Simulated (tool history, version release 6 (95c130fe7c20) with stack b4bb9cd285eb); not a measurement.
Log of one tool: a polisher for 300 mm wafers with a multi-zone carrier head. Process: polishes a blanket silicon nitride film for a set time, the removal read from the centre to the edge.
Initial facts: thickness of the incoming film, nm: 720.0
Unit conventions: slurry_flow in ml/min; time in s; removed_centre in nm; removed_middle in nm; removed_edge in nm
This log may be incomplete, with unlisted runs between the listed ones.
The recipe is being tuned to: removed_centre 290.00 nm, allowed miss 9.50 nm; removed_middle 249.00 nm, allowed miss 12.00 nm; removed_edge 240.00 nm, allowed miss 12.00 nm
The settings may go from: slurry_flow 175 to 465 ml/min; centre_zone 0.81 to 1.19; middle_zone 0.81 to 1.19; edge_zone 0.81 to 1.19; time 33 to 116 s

{"run": 1, "day": 0.0, "slurry_flow": 295, "centre_zone": 1.0, "middle_zone": 1.0, "edge_zone": 1.0, "time": 74, "removed_centre": 190.89, "removed_middle": 195.3, "removed_edge": 186.44}
{"run": 2, "day": 0.275, "slurry_flow": 335, "centre_zone": 1.0, "middle_zone": 1.0, "edge_zone": 1.0, "time": 74, "removed_centre": 196.9, "removed_middle": 191.78, "removed_edge": 186.85}
{"run": 3, "day": 0.512, "slurry_flow": 340, "centre_zone": 1.04, "middle_zone": 1.02, "edge_zone": 1.02, "time": 78, "removed_centre": 213.41, "removed_middle": 207.25, "removed_edge": 197.53}
{"run": 4, "day": 0.867, "slurry_flow": 340, "centre_zone": 1.04, "middle_zone": 0.97, "edge_zone": 1.02, "time": 78, "removed_centre": 215.77, "removed_middle": 196.03, "removed_edge": 197.21}
{"run": 5, "day": 1.083, "slurry_flow": 340, "centre_zone": 1.04, "middle_zone": 0.93, "edge_zone": 1.02, "time": 78, "removed_centre": 211.72, "removed_middle": 198.0, "removed_edge": 204.36}
{"run": 6, "day": 1.208, "slurry_flow": 340, "centre_zone": 1.04, "middle_zone": 0.93, "edge_zone": 1.06, "time": 78, "removed_centre": 211.99, "removed_middle": 194.52, "removed_edge": 209.49}
{"run": 7, "day": 1.433, "slurry_flow": 340, "centre_zone": 1.07, "middle_zone": 0.95, "edge_zone": 1.06, "time": 82, "removed_centre": 229.5, "removed_middle": 209.04, "removed_edge": 213.6}
{"run": 8, "day": 1.667, "slurry_flow": 345, "centre_zone": 1.09, "middle_zone": 0.96, "edge_zone": 1.06, "time": 85, "removed_centre": 238.82, "removed_middle": 220.58, "removed_edge": 222.8}
{"run": 9, "day": 1.808, "slurry_flow": 360, "centre_zone": 1.12, "middle_zone": 0.96, "edge_zone": 1.05, "time": 87, "removed_centre": 254.13, "removed_middle": 218.75, "removed_edge": 231.95}
{"run": 10, "day": 1.971, "slurry_flow": 360, "centre_zone": 1.14, "middle_zone": 0.99, "edge_zone": 1.04, "time": 89, "removed_centre": 265.25, "removed_middle": 233.13, "removed_edge": 229.77}
{"run": 11, "day": 2.221, "slurry_flow": 365, "centre_zone": 1.15, "middle_zone": 1.0, "edge_zone": 1.04, "time": 90, "removed_centre": 271.8, "removed_middle": 238.0, "removed_edge": 234.64}
{"run": 12, "day": 2.304, "slurry_flow": 370, "centre_zone": 1.16, "middle_zone": 1.01, "edge_zone": 1.04, "time": 91, "removed_centre": 275.41, "removed_middle": 244.32, "removed_edge": 238.05}

Consider the 4 candidate settings below. Which is the only one whose results all fall within their allowed miss of target?
{"run": "A", "day": 2.388, "slurry_flow": 410, "centre_zone": 1.11, "middle_zone": 0.95, "edge_zone": 0.95, "time": 105, "removed_centre": "?", "removed_middle": "?", "removed_edge": "?"}
{"run": "B", "day": 2.388, "slurry_flow": 440, "centre_zone": 1.14, "middle_zone": 0.86, "edge_zone": 1.05, "time": 103, "removed_centre": "?", "removed_middle": "?", "removed_edge": "?"}
{"run": "C", "day": 2.388, "slurry_flow": 350, "centre_zone": 1.0, "middle_zone": 1.07, "edge_zone": 1.12, "time": 102, "removed_centre": "?", "removed_middle": "?", "removed_edge": "?"}
{"run": "D", "day": 2.388, "slurry_flow": 385, "centre_zone": 1.18, "middle_zone": 1.04, "edge_zone": 1.03, "time": 92, "removed_centre": "?", "removed_middle": "?", "removed_edge": "?"}

move=A removed_centre=312.67 removed_middle=271.63 removed_edge=264.46
move=B removed_centre=316.66 removed_middle=252.45 removed_edge=273.56
move=C removed_centre=269.76 removed_middle=280.41 removed_edge=275.46
move=D removed_centre=289.95 removed_middle=250.24 removed_edge=239.79
A: carries the result that was furthest off beyond its target, to the other side
B: carries the result that was furthest off beyond its target, to the other side
C: the biggest miss grows against the last run
D: hits every target within its allowed miss
The right move is D.
